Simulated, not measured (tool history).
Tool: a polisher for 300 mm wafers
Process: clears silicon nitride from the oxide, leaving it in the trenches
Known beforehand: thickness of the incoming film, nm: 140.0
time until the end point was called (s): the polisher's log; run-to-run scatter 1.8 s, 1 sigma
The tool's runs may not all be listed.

run	day	flow of slurry (ml/min)	pressure of the wafer on the pad (kPa)	speed of the pad under the wafer (m/s)	overpolish time after the end point (s)	time until the end point was called (s)
1	0	295	20	1.22	5	130.41
2	0.096	295	19.3	1.22	5	133.55
3	0.442	295	19.3	1.34	5	121.35
4	0.596	295	17.9	1.34	5	131.25
5	0.767	295	20	1.34	5	121.49
6	0.8	295	17.9	1.34	5	129.58
7	1.05	295	12.4	1.3	5	188.24

Expected results for the next run?
8	1.354	295	13.1	1.3	5	?

time until the end point was called (s): 177.53

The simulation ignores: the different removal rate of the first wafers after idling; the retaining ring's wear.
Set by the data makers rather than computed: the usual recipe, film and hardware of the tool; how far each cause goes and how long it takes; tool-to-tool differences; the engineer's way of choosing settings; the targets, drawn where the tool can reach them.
